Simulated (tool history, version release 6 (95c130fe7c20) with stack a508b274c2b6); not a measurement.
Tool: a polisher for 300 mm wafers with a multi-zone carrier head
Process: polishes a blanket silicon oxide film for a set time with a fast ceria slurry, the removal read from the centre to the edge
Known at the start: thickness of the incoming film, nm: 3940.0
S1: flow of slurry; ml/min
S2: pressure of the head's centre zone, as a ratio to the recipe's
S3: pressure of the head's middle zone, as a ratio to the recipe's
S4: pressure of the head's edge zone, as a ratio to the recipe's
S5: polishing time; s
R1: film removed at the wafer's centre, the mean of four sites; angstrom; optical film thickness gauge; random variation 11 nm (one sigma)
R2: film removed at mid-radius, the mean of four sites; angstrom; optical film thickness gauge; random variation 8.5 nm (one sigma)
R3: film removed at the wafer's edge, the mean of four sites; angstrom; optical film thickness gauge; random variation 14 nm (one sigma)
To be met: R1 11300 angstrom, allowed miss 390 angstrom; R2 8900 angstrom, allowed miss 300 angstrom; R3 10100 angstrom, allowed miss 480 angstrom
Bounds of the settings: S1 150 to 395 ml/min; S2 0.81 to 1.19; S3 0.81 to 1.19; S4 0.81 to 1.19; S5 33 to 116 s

| run | hour | S1 | S2 | S3 | S4 | S5 | R1 | R2 | R3 |
|---|---|---|---|---|---|---|---|---|---|
| 1 | 0 | 250 | 1 | 1 | 1 | 74 | 11066 | 10907 | 10534 |
| 2 | 1 | 250 | 1 | 0.93 | 1 | 74 | 11185 | 10478 | 10668 |
| 3 | 9 | 250 | 0.95 | 0.93 | 1 | 74 | 10516 | 10407 | 10463 |
| 4 | 13.2 | 245 | 0.96 | 0.92 | 1 | 73 | 10466 | 10043 | 10147 |
| 5 | 20.8 | 245 | 0.96 | 0.92 | 1 | 59 | 8695 | 8230.6 | 8657.5 |
| 6 | 26.3 | 245 | 0.96 | 0.96 | 1 | 59 | 8594.3 | 8659.8 | 8538.7 |
| 7 | 28.7 | 250 | 0.98 | 0.96 | 1.01 | 59 | 8654.5 | 8673.5 | 8464.5 |
| 8 | 35.1 | 245 | 0.99 | 0.94 | 1.01 | 60 | 8942.4 | 8530.7 | 8622.6 |
| 9 | 35.9 | 250 | 1 | 0.93 | 1.02 | 61 | 9250.2 | 8547 | 8669.8 |
| 10 | 40.2 | 245 | 1 | 0.92 | 1.02 | 63 | 9356.2 | 8794.9 | 9044 |
| 11 | 46.6 | 250 | 1.01 | 0.91 | 1.02 | 64 | 9735.8 | 8864.7 | 9287.1 |
| 12 | 53.6 | 250 | 1.01 | 0.91 | 1.02 | 64 | 9746.2 | 9015 | 9160.2 |
| 13 | 60 | 240 | 1.02 | 0.9 | 1.02 | 65 | 10069 | 8820.1 | 9328.8 |
| 14 | 65.2 | 240 | 1.02 | 0.89 | 1.02 | 66 | 10112 | 8877.3 | 9584.4 |
| 15 | 72 | 240 | 1.03 | 0.89 | 1.02 | 66 | 10277 | 8855.6 | 9361.7 |
| 16 | 75.2 | 240 | 1.03 | 0.88 | 1.03 | 66 | 10148 | 8887.8 | 9698.3 |
|  | 78 | edge zone pressure recalibrated |
| 17 | 78 | 240 | 1.04 | 0.88 | 1.03 | 66 | 10359 | 8903.7 | 9956 |
| 18 | 81.5 | 240 | 1.05 | 0.88 | 1.03 | 66 | 10605 | 8949.6 | 10152 |

4 next moves are on the table. One of them brings every result within its allowed miss. Which?
| A | 85 | 295 | 1 | 0.95 | 1 | 64 | ? | ? | ? |
| B | 85 | 265 | 0.98 | 0.96 | 1.06 | 62 | ? | ? | ? |
| C | 85 | 280 | 1.1 | 0.86 | 0.96 | 67 | ? | ? | ? |
| D | 85 | 260 | 1.01 | 0.93 | 1.04 | 66 | ? | ? | ? |

| move | R1 | R2 | R3 |
|---|---|---|---|
| A | 9868.4 | 9435.5 | 9658.5 |
| B | 9290.1 | 9152.4 | 9571.8 |
| C | 11319 | 9057.1 | 9900.3 |
| D | 10177 | 9473.4 | 10088 |
A: further off than the last run
B: further off than the last run
C: meets every target
D: further off than the last run
Move C is the one to make.
